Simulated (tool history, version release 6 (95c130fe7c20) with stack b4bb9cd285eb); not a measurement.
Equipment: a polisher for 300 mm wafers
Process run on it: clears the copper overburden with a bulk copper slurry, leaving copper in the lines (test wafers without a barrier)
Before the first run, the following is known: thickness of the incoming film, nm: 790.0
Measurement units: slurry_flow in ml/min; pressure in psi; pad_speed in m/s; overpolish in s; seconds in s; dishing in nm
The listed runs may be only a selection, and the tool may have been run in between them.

run	day	slurry_flow	pressure	pad_speed	slurry_solids	overpolish	seconds	dishing
1	0.000	165	3.4	1.04	1.0	21	61.011	89.253
2	0.333	165	3.4	0.82	1.0	21	69.749	85.322
3	0.396	165	3.4	1.00	1.0	21	61.893	86.029
4	0.738	155	3.1	1.00	1.0	21	68.051	82.705
5	0.788	155	3.1	1.24	1.0	21	59.750	84.678
6	1.138	150	2.8	1.24	1.0	22	66.038	83.367
7	1.512	145	2.6	1.24	1.0	22	70.967	81.273
8	1.588	140	2.4	1.24	1.0	22	76.535	78.766
9	1.812	135	2.3	1.24	1.0	22	80.573	78.368
10	2.092	135	2.3	1.24	1.0	22	80.765	76.308
11	2.383	125	2.3	1.24	1.0	22	80.438	75.374
12	2.462	120	2.3	1.24	1.0	22	81.359	73.484

Run 13 comes next. What will it give?
13	2.675	115	2.3	1.24	1.0	23	?	?

{"run 13": {"seconds": 81.697, "dishing": 75.222}}
